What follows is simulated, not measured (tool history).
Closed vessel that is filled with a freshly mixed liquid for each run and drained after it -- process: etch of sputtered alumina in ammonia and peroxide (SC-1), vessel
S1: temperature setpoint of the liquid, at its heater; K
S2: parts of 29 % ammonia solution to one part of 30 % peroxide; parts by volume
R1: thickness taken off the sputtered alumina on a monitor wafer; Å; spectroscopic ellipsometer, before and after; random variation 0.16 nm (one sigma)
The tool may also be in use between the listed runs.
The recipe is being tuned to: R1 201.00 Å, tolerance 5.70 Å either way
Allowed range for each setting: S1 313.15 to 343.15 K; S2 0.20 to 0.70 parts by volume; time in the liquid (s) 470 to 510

{"run": 1, "hour": 0.0, "S1": 329.15, "S2": 0.4, "time in the liquid (s)": 470, "R1": 377.14}
{"run": 2, "hour": 8.8, "S1": 326.15, "S2": 0.4, "time in the liquid (s)": 470, "R1": 321.52}
{"run": 3, "hour": 17.7, "S1": 321.65, "S2": 0.4, "time in the liquid (s)": 470, "R1": 253.78}
{"run": 4, "hour": 24.8, "S1": 321.65, "S2": 0.4, "time in the liquid (s)": 470, "R1": 250.76}
{"run": 5, "hour": 27.7, "S1": 320.65, "S2": 0.4, "time in the liquid (s)": 470, "R1": 239.24}
{"run": 6, "hour": 28.7, "S1": 320.65, "S2": 0.45, "time in the liquid (s)": 470, "R1": 241.26}
{"run": 7, "hour": 33.6, "S1": 319.65, "S2": 0.45, "time in the liquid (s)": 470, "R1": 226.15}
{"run": 8, "hour": 40.4, "S1": 319.15, "S2": 0.45, "time in the liquid (s)": 470, "R1": 222.63}
{"run": 9, "hour": 48.7, "S1": 318.65, "S2": 0.45, "time in the liquid (s)": 470, "R1": 215.39}
{"run": 10, "hour": 56.9, "S1": 318.15, "S2": 0.45, "time in the liquid (s)": 470, "R1": 209.01}

Exactly one of the 5 candidate moves below puts every result within its allowed miss. Which one?
{"run": "A", "hour": 65.1, "S1": 320.15, "S2": 0.4, "time in the liquid (s)": 470, "R1": "?"}
{"run": "B", "hour": 65.1, "S1": 316.15, "S2": 0.5, "time in the liquid (s)": 500, "R1": "?"}
{"run": "C", "hour": 65.1, "S1": 318.65, "S2": 0.45, "time in the liquid (s)": 470, "R1": "?"}
{"run": "D", "hour": 65.1, "S1": 317.15, "S2": 0.35, "time in the liquid (s)": 470, "R1": "?"}
{"run": "E", "hour": 65.1, "S1": 318.15, "S2": 0.45, "time in the liquid (s)": 495, "R1": "?"}

move=A R1=231.68
move=B R1=200.45
move=C R1=215.26
move=D R1=192.91
move=E R1=220.36
A: misses by more than the last run did
B: each result inside its tolerance
C: misses by more than the last run did
D: carries the result that was furthest off beyond its target, to the other side
E: misses by more than the last run did
B meets every target.
